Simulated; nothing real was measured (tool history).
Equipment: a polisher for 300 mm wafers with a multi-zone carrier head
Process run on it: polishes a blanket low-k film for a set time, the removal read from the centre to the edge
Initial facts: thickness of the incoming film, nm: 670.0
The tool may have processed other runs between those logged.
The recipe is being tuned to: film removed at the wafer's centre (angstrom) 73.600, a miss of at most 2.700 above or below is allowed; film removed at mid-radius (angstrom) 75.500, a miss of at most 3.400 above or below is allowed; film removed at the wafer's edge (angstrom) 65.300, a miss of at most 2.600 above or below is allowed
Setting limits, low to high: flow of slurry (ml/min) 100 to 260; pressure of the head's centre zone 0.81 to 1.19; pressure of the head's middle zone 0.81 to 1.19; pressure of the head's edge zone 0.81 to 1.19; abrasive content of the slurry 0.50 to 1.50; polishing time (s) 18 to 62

run	day	flow of slurry (ml/min)	pressure of the head's centre zone	pressure of the head's middle zone	pressure of the head's edge zone	abrasive content of the slurry	polishing time (s)	film removed at the wafer's centre (angstrom)	film removed at mid-radius (angstrom)	film removed at the wafer's edge (angstrom)
1	0.000	165	1.00	1.00	1.00	1.00	40	85.634	85.380	86.166
2	0.283	165	1.01	1.02	0.95	0.90	40	79.258	80.021	75.023
3	0.504	165	0.97	1.02	0.95	0.90	40	78.120	80.160	76.355
4	0.654	145	0.97	1.02	0.95	0.90	40	74.047	76.349	76.265
5	0.971	145	0.98	1.03	0.92	0.90	40	75.883	78.299	74.803
6	1.279	145	1.05	1.03	0.92	0.90	40	81.481	79.220	76.176
7	1.412	150	1.04	1.04	0.90	0.85	40	76.466	78.100	70.904
8	1.596	135	1.05	1.03	0.81	0.85	40	75.176	75.113	66.933
9	1.738	135	1.05	1.04	0.81	0.85	40	78.008	77.140	67.289

5 candidate next runs follow, results not yet known. Just one meets every target within its allowed miss. Identify it.
A	1.879	120	1.04	1.06	0.82	0.70	48	?	?	?
B	1.879	100	0.96	0.97	0.92	1.10	37	?	?	?
C	1.879	110	1.17	1.09	0.81	0.95	37	?	?	?
D	1.879	200	1.10	1.01	0.81	1.10	32	?	?	?
E	1.879	120	1.09	0.95	0.82	0.90	40	?	?	?

move	film removed at the wafer's centre (angstrom)	film removed at mid-radius (angstrom)	film removed at the wafer's edge (angstrom)
A	73.420	74.681	66.227
B	73.072	75.183	76.597
C	82.762	76.677	66.389
D	82.641	75.494	67.903
E	81.405	72.034	70.195
A: every result within its allowed miss
B: puts the biggest miss on target and leaves a different result outside tolerance
C: the biggest miss grows against the last run
D: the biggest miss grows against the last run
E: the biggest miss grows against the last run
Answer: A
